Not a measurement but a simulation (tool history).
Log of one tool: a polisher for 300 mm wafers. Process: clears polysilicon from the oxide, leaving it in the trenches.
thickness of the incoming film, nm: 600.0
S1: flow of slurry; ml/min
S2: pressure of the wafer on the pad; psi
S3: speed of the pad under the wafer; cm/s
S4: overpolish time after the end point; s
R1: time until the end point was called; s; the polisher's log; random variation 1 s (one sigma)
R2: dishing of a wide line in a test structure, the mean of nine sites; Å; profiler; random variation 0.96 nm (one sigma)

| run | hour | S1 | S2 | S3 | S4 | R1 | R2 |
|---|---|---|---|---|---|---|---|
| 1 | 0 | 300 | 1.7 | 88 | 10 | 74.493 | 398.25 |
| 2 | 8.9 | 300 | 1.6 | 88 | 10 | 80.669 | 386.91 |
| 3 | 16.2 | 300 | 1.6 | 88 | 8 | 79.497 | 364.02 |
| 4 | 25 | 240 | 1.6 | 88 | 8 | 81.432 | 341.43 |
| 5 | 26.7 | 240 | 1.6 | 88 | 4 | 81.045 | 214.31 |
| 6 | 34.4 | 240 | 1.6 | 88 | 5 | 81.747 | 258.42 |
| 7 | 42.9 | 240 | 1.6 | 88 | 5 | 82.191 | 257.07 |
| 8 | 46.6 | 240 | 1.6 | 88 | 6 | 80.871 | 297.29 |
| 9 | 48.6 | 235 | 1.6 | 88 | 7 | 81.722 | 326.99 |
| 10 | 54.5 | 230 | 1.6 | 88 | 7 | 80.425 | 329.43 |
| 11 | 58.9 | 225 | 1.6 | 88 | 7 | 83.13 | 331.23 |

Run 12 comes next. What will it give?
| 12 | 65.4 | 225 | 1.6 | 88 | 7 | ? | ? |

{"run 12": {"R1": 80.677, "R2": 315.76}}

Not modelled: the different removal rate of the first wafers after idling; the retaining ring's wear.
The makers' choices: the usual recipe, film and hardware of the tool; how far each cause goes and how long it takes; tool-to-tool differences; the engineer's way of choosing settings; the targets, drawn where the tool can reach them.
